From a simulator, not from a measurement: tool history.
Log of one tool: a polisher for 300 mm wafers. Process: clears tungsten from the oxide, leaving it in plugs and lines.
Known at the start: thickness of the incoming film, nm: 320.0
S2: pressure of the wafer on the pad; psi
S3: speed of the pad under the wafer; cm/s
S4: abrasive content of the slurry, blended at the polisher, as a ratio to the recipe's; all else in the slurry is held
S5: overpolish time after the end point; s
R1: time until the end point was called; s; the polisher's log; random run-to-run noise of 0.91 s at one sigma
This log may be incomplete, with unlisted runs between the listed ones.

run 1 hour=0.0 | flow_of_slurry_(ml/min)=195 S2=4.5 S3=110 S4=1.0 S5=14 | R1=61.587
run 2 hour=4.7 | flow_of_slurry_(ml/min)=195 S2=4.5 S3=110 S4=0.9 S5=14 | R1=60.941
run 3 hour=6.8 | flow_of_slurry_(ml/min)=195 S2=4.1 S3=110 S4=0.9 S5=14 | R1=67.322
run 4 hour=11.4 | flow_of_slurry_(ml/min)=195 S2=4.7 S3=110 S4=0.9 S5=14 | R1=59.108
run 5 hour=16.5 | flow_of_slurry_(ml/min)=150 S2=4.7 S3=110 S4=0.9 S5=14 | R1=61.803
run 6 hour=20.8 | flow_of_slurry_(ml/min)=150 S2=5.6 S3=110 S4=0.9 S5=14 | R1=51.429
run 7 hour=29.6 | flow_of_slurry_(ml/min)=145 S2=5.0 S3=110 S4=0.9 S5=14 | R1=57.929
run 8 hour=33.4 | flow_of_slurry_(ml/min)=145 S2=4.5 S3=110 S4=0.9 S5=14 | R1=63.657
run 9 hour=34.5 | flow_of_slurry_(ml/min)=145 S2=4.1 S3=110 S4=0.9 S5=14 | R1=71.702

Run 10, settings as shown, results not yet in. Your forecast:
run 10 hour=40.5 | flow_of_slurry_(ml/min)=140 S2=3.9 S3=110 S4=0.9 S5=14 | R1=?

{"run 10": {"R1": 74.296}}
